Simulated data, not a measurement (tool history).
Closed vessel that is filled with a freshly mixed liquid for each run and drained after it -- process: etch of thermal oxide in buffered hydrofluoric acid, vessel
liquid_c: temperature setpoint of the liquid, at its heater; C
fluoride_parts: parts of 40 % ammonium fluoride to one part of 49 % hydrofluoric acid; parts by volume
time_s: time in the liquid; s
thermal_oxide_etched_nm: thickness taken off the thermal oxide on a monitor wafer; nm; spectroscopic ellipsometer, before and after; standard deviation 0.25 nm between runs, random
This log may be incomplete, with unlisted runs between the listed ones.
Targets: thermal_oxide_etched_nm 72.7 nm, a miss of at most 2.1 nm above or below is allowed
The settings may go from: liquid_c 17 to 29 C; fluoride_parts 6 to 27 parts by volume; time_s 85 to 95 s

run,hour,liquid_c,fluoride_parts,time_s,thermal_oxide_etched_nm
1,0,21,16.5,85,52.702
2,4.3,22,16.5,85,55.342
3,9.3,23,16.5,85,58.57
4,12.9,23,18.5,85,52.467
5,13.5,24,18.5,85,55.452
6,14.4,21.5,18.5,85,48.574
7,23.3,23,18.5,85,52.612
8,27.3,24,18.5,85,55.443
9,30.9,25,18.5,85,58.473
10,39.7,26,18.5,85,62.005
11,47.4,26.5,18.5,85,63.408
12,52.2,27,18.5,85,65.328

Exercise: of the 4 proposed moves below, exactly one satisfies all targets within the stated allowed misses. Which move is it?
A,57,27.5,24,90,?
B,57,28.5,17.5,90,?
C,57,28,18.5,90,?
D,57,26.5,17,95,?

move,thermal_oxide_etched_nm
A,58.059
B,79.138
C,72.961
D,77.232
A: further off than the last run
B: moves the result that the last run missed by most past its target, out the other side
C: hits every target within its allowed miss
D: moves the result that the last run missed by most past its target, out the other side
Move C is the one to make.
